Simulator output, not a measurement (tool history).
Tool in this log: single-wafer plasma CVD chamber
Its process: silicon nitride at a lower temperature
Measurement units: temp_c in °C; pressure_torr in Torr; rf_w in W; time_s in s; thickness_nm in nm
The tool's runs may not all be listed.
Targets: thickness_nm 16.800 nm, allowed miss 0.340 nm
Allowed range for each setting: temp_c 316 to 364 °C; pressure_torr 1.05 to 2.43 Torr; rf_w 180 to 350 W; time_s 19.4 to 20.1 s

| run | hour | temp_c | pressure_torr | rf_w | time_s | thickness_nm |
|---|---|---|---|---|---|---|
| 1 | 0.0 | 340 | 1.74 | 265 | 19.4 | 21.274 |
| 2 | 6.0 | 340 | 1.74 | 280 | 19.4 | 22.273 |
| 3 | 13.0 | 340 | 1.64 | 265 | 19.4 | 20.941 |
| 4 | 15.8 | 340 | 1.55 | 255 | 19.4 | 20.014 |
| 5 | 22.2 | 340 | 1.55 | 255 | 20.1 | 20.798 |
| 6 | 26.9 | 340 | 1.55 | 270 | 20.1 | 21.657 |
| 7 | 32.1 | 340 | 1.48 | 260 | 20.1 | 20.712 |
| 8 | 39.5 | 340 | 1.41 | 250 | 20.1 | 19.873 |
| 9 | 45.2 | 340 | 1.36 | 245 | 20.1 | 19.332 |
| 10 | 46.4 | 340 | 1.31 | 240 | 20.1 | 18.860 |
| 11 | 54.7 | 340 | 1.27 | 235 | 20.1 | 18.282 |

4 next moves are on the table. One of them brings every result within its allowed miss. Which?
| A | 63.0 | 337 | 1.50 | 200 | 19.4 | ? |
| B | 63.0 | 340 | 1.16 | 230 | 20.1 | ? |
| C | 63.0 | 326 | 1.36 | 215 | 20.1 | ? |
| D | 63.0 | 351 | 1.37 | 215 | 19.7 | ? |

| move | thickness_nm |
|---|---|
| A | 16.195 |
| B | 17.589 |
| C | 17.470 |
| D | 16.982 |
A: takes the biggest miss from the last run beyond its target
B: moves toward the targets from the last run without getting all of them in spec
C: moves toward the targets from the last run without getting all of them in spec
D: every result lands within tolerance
The right move is D.
